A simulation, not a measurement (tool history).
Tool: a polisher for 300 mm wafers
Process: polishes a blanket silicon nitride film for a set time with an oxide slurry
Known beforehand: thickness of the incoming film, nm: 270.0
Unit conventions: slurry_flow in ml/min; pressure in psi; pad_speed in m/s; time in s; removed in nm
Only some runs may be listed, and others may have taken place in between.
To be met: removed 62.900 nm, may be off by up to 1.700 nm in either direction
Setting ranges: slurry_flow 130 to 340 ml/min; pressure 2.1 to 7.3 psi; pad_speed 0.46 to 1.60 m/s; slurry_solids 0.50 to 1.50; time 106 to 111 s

{"run": 1, "hour": 0.0, "slurry_flow": 220, "pressure": 4.7, "pad_speed": 1.02, "slurry_solids": 1.0, "time": 106, "removed": 97.424}
{"run": 2, "hour": 6.2, "slurry_flow": 175, "pressure": 4.7, "pad_speed": 1.02, "slurry_solids": 1.0, "time": 106, "removed": 94.577}
{"run": 3, "hour": 10.1, "slurry_flow": 175, "pressure": 4.7, "pad_speed": 1.02, "slurry_solids": 1.15, "time": 106, "removed": 102.68}
{"run": 4, "hour": 17.4, "slurry_flow": 175, "pressure": 5.6, "pad_speed": 1.02, "slurry_solids": 1.15, "time": 106, "removed": 119.8}
{"run": 5, "hour": 23.4, "slurry_flow": 175, "pressure": 5.6, "pad_speed": 1.02, "slurry_solids": 1.15, "time": 111, "removed": 127.54}
{"run": 6, "hour": 25.1, "slurry_flow": 150, "pressure": 5.6, "pad_speed": 1.02, "slurry_solids": 1.15, "time": 111, "removed": 124.73}
{"run": 7, "hour": 30.7, "slurry_flow": 140, "pressure": 4.3, "pad_speed": 1.0, "slurry_solids": 1.15, "time": 111, "removed": 93.928}
{"run": 8, "hour": 39.2, "slurry_flow": 140, "pressure": 4.0, "pad_speed": 1.0, "slurry_solids": 1.15, "time": 111, "removed": 87.038}
{"run": 9, "hour": 45.9, "slurry_flow": 140, "pressure": 3.8, "pad_speed": 1.0, "slurry_solids": 1.15, "time": 111, "removed": 83.273}
{"run": 10, "hour": 53.7, "slurry_flow": 140, "pressure": 3.6, "pad_speed": 1.0, "slurry_solids": 1.15, "time": 111, "removed": 78.614}
{"run": 11, "hour": 62.1, "slurry_flow": 140, "pressure": 3.5, "pad_speed": 1.0, "slurry_solids": 1.15, "time": 111, "removed": 77.497}

Exercise: of the 4 proposed moves below, exactly one satisfies all targets within the stated allowed misses. Which move is it?
{"run": "A", "hour": 70.5, "slurry_flow": 130, "pressure": 2.9, "pad_speed": 1.06, "slurry_solids": 1.25, "time": 107, "removed": "?"}
{"run": "B", "hour": 70.5, "slurry_flow": 150, "pressure": 2.8, "pad_speed": 1.02, "slurry_solids": 1.2, "time": 108, "removed": "?"}
{"run": "C", "hour": 70.5, "slurry_flow": 135, "pressure": 3.6, "pad_speed": 0.62, "slurry_solids": 1.4, "time": 111, "removed": "?"}
{"run": "D", "hour": 70.5, "slurry_flow": 170, "pressure": 3.2, "pad_speed": 0.9, "slurry_solids": 0.95, "time": 107, "removed": "?"}

move=A removed=65.565
move=B removed=63.307
move=C removed=66.359
move=D removed=59.022
A: gains on the last run, yet a result remains outside its allowed miss
B: in spec on every target
C: gains on the last run, yet a result remains outside its allowed miss
D: takes the biggest miss from the last run beyond its target
So the answer is move B, the one that meets all the targets.

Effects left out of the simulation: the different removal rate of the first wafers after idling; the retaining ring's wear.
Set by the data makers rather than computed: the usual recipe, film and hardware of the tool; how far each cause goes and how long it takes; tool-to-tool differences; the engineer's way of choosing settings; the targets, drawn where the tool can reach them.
